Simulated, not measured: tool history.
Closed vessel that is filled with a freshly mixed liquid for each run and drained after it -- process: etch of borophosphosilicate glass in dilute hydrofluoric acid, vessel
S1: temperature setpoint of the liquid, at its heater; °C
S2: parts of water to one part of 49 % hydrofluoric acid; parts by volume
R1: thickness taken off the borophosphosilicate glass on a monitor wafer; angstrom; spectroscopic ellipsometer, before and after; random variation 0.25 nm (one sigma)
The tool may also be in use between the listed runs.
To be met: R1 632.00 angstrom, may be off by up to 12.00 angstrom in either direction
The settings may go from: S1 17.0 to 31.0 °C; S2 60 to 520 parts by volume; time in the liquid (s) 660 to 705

{"run": 1, "hour": 0.0, "S1": 23.0, "S2": 290, "time in the liquid (s)": 660, "R1": 766.9}
{"run": 2, "hour": 6.5, "S1": 22.5, "S2": 290, "time in the liquid (s)": 660, "R1": 742.1}
{"run": 3, "hour": 8.8, "S1": 25.5, "S2": 290, "time in the liquid (s)": 660, "R1": 832.15}
{"run": 4, "hour": 12.7, "S1": 27.0, "S2": 290, "time in the liquid (s)": 660, "R1": 874.76}
{"run": 5, "hour": 14.3, "S1": 26.0, "S2": 290, "time in the liquid (s)": 660, "R1": 841.11}
{"run": 6, "hour": 17.9, "S1": 26.0, "S2": 290, "time in the liquid (s)": 660, "R1": 841.5}
{"run": 7, "hour": 21.8, "S1": 25.0, "S2": 290, "time in the liquid (s)": 660, "R1": 815.5}
{"run": 8, "hour": 27.0, "S1": 24.0, "S2": 290, "time in the liquid (s)": 660, "R1": 791.22}
{"run": 9, "hour": 35.7, "S1": 23.0, "S2": 290, "time in the liquid (s)": 660, "R1": 759.88}
{"run": 10, "hour": 39.7, "S1": 22.5, "S2": 290, "time in the liquid (s)": 660, "R1": 742.95}
{"run": 11, "hour": 47.0, "S1": 22.0, "S2": 290, "time in the liquid (s)": 660, "R1": 735.52}
{"run": 12, "hour": 55.7, "S1": 21.5, "S2": 290, "time in the liquid (s)": 660, "R1": 724.09}
{"run": 13, "hour": 60.5, "S1": 21.0, "S2": 290, "time in the liquid (s)": 660, "R1": 702.41}
{"run": 14, "hour": 63.3, "S1": 20.5, "S2": 290, "time in the liquid (s)": 660, "R1": 694.84}
{"run": 15, "hour": 67.8, "S1": 20.5, "S2": 290, "time in the liquid (s)": 660, "R1": 691.05}
{"run": 16, "hour": 76.8, "S1": 20.0, "S2": 290, "time in the liquid (s)": 660, "R1": 680.23}
{"run": 17, "hour": 86.2, "S1": 19.0, "S2": 290, "time in the liquid (s)": 660, "R1": 661.04}

4 candidate next runs follow, results not yet known. Just one meets every target within its allowed miss. Identify it.
{"run": "A", "hour": 95.6, "S1": 19.5, "S2": 290, "time in the liquid (s)": 660, "R1": "?"}
{"run": "B", "hour": 95.6, "S1": 20.5, "S2": 325, "time in the liquid (s)": 660, "R1": "?"}
{"run": "C", "hour": 95.6, "S1": 23.5, "S2": 330, "time in the liquid (s)": 670, "R1": "?"}
{"run": "D", "hour": 95.6, "S1": 20.5, "S2": 330, "time in the liquid (s)": 705, "R1": "?"}

move=A R1=668.70
move=B R1=601.12
move=C R1=665.71
move=D R1=629.75
A: the biggest miss grows against the last run
B: takes the result that was furthest off past its target
C: the biggest miss grows against the last run
D: every result within its allowed miss
So the answer is move D, the one that meets all the targets.
